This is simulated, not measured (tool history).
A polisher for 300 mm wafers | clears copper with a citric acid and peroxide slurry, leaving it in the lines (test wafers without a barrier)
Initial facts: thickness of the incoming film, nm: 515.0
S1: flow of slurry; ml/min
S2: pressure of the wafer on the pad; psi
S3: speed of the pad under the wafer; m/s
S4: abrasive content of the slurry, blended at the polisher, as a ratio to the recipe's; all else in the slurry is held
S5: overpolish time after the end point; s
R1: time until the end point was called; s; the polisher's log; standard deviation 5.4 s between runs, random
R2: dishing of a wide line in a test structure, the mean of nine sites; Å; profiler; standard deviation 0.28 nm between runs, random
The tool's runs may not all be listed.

{"run": 1, "hour": 0.0, "S1": 160, "S2": 3.9, "S3": 1.32, "S4": 1, "S5": 25, "R1": 150.1, "R2": 669.62}
{"run": 2, "hour": 0.5, "S1": 160, "S2": 3.7, "S3": 1.24, "S4": 1, "S5": 22, "R1": 163.3, "R2": 532.85}
{"run": 3, "hour": 6.9, "S1": 165, "S2": 3.5, "S3": 1.16, "S4": 1, "S5": 20, "R1": 178.4, "R2": 441.99}
{"run": 4, "hour": 8.0, "S1": 170, "S2": 3.3, "S3": 1.1, "S4": 1, "S5": 19, "R1": 198.86, "R2": 389.45}
{"run": 5, "hour": 10.7, "S1": 170, "S2": 3.2, "S3": 1.08, "S4": 1, "S5": 18, "R1": 196.82, "R2": 355.12}
{"run": 6, "hour": 12.0, "S1": 170, "S2": 3, "S3": 1.06, "S4": 1, "S5": 17, "R1": 216.01, "R2": 319.2}
{"run": 7, "hour": 19.9, "S1": 175, "S2": 2.8, "S3": 1.06, "S4": 1, "S5": 16, "R1": 232.2, "R2": 292.55}
{"run": 8, "hour": 25.0, "S1": 175, "S2": 2.7, "S3": 1.04, "S4": 1, "S5": 15, "R1": 235.99, "R2": 264.02}

Run 9 is up next; what results do you expect?
{"run": 9, "hour": 25.6, "S1": 175, "S2": 2.6, "S3": 1.04, "S4": 1, "S5": 15, "R1": "?", "R2": "?"}

For run 9 the tool returned R1 248.63 s, R2 254.01 Å.
